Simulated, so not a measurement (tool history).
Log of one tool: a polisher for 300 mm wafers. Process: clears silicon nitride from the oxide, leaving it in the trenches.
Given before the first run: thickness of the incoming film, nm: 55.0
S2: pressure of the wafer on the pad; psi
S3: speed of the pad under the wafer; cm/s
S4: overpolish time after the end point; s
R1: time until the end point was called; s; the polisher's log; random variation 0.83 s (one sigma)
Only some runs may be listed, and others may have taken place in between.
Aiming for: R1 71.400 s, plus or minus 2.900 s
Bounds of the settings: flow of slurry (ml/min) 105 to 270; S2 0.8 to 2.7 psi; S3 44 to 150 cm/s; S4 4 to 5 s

Run 1, hour 0.0: flow of slurry (ml/min) 175, S2 1.7 psi, S3 96 cm/s, S4 5 s. Result: R1 102.880 s.
Run 2, hour 3.5: flow of slurry (ml/min) 175, S2 1.9 psi, S3 96 cm/s, S4 5 s. Result: R1 91.178 s.
Run 3, hour 4.3: flow of slurry (ml/min) 175, S2 2.0 psi, S3 96 cm/s, S4 5 s. Result: R1 89.235 s.
Run 4, hour 6.4: flow of slurry (ml/min) 135, S2 2.0 psi, S3 96 cm/s, S4 5 s. Result: R1 91.246 s.
Run 5, hour 10.4: flow of slurry (ml/min) 140, S2 2.1 psi, S3 96 cm/s, S4 5 s. Result: R1 87.471 s.
Run 6, hour 11.0: flow of slurry (ml/min) 140, S2 1.8 psi, S3 96 cm/s, S4 5 s. Result: R1 101.000 s.
Run 7, hour 16.5: flow of slurry (ml/min) 145, S2 2.0 psi, S3 96 cm/s, S4 5 s. Result: R1 89.168 s.
Run 8, hour 19.4: flow of slurry (ml/min) 145, S2 2.1 psi, S3 96 cm/s, S4 5 s. Result: R1 86.202 s.
At hour 21.7: worn pad replaced by a new one.
Run 9, hour 21.7: flow of slurry (ml/min) 145, S2 2.1 psi, S3 96 cm/s, S4 5 s. Result: R1 78.725 s.

4 next moves are on the table. One of them brings every result within its allowed miss. Which?
Run A, hour 24.0: flow of slurry (ml/min) 135, S2 2.1 psi, S3 96 cm/s, S4 4 s. Result: R1 ?.
Run B, hour 24.0: flow of slurry (ml/min) 155, S2 1.7 psi, S3 106 cm/s, S4 5 s. Result: R1 ?.
Run C, hour 24.0: flow of slurry (ml/min) 150, S2 2.0 psi, S3 88 cm/s, S4 5 s. Result: R1 ?.
Run D, hour 24.0: flow of slurry (ml/min) 145, S2 2.1 psi, S3 106 cm/s, S4 4 s. Result: R1 ?.

move      R1
   A  79.309
   B  88.806
   C  86.357
   D  73.162
A: lands further from the targets than the last run did
B: lands further from the targets than the last run did
C: lands further from the targets than the last run did
D: all results land within tolerance of their targets
D meets every target.

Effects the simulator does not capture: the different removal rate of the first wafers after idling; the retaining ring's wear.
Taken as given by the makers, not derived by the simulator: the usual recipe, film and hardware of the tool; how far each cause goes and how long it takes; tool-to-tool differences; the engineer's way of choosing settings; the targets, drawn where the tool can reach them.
